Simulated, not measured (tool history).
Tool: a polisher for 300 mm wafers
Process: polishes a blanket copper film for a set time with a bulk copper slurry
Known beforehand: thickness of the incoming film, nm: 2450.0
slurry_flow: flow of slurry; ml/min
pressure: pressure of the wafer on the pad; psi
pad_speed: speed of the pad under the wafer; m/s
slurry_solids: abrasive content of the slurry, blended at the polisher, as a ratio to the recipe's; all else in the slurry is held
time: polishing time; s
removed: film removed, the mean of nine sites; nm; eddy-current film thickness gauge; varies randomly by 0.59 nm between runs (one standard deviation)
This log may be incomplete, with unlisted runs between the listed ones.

{"run": 1, "day": 0.0, "slurry_flow": 215, "pressure": 1.7, "pad_speed": 0.88, "slurry_solids": 1, "time": 35, "removed": 150.99}
{"run": 2, "day": 0.267, "slurry_flow": 210, "pressure": 1.5, "pad_speed": 0.88, "slurry_solids": 1, "time": 35, "removed": 137.64}
{"run": 3, "day": 0.508, "slurry_flow": 210, "pressure": 1.3, "pad_speed": 0.86, "slurry_solids": 1, "time": 35, "removed": 120.34}
{"run": 4, "day": 0.608, "slurry_flow": 210, "pressure": 1.2, "pad_speed": 0.84, "slurry_solids": 1, "time": 35, "removed": 111.04}
{"run": 5, "day": 0.7, "slurry_flow": 210, "pressure": 1.1, "pad_speed": 0.84, "slurry_solids": 1, "time": 35, "removed": 105.34}
{"run": 6, "day": 0.967, "slurry_flow": 205, "pressure": 1, "pad_speed": 0.84, "slurry_solids": 1, "time": 35, "removed": 100.15}
{"run": 7, "day": 1.325, "slurry_flow": 205, "pressure": 1, "pad_speed": 0.82, "slurry_solids": 1, "time": 35, "removed": 96.933}
{"run": 8, "day": 1.479, "slurry_flow": 200, "pressure": 1, "pad_speed": 0.82, "slurry_solids": 1, "time": 35, "removed": 96.156}
{"run": 9, "day": 1.65, "slurry_flow": 190, "pressure": 1, "pad_speed": 0.82, "slurry_solids": 1, "time": 35, "removed": 95.499}
{"run": 10, "day": 1.9, "slurry_flow": 180, "pressure": 1, "pad_speed": 0.82, "slurry_solids": 1, "time": 35, "removed": 94.16}

Predict the results of run 11:
{"run": 11, "day": 2.138, "slurry_flow": 170, "pressure": 1, "pad_speed": 0.82, "slurry_solids": 1, "time": 35, "removed": "?"}

removed: 92.873 nm

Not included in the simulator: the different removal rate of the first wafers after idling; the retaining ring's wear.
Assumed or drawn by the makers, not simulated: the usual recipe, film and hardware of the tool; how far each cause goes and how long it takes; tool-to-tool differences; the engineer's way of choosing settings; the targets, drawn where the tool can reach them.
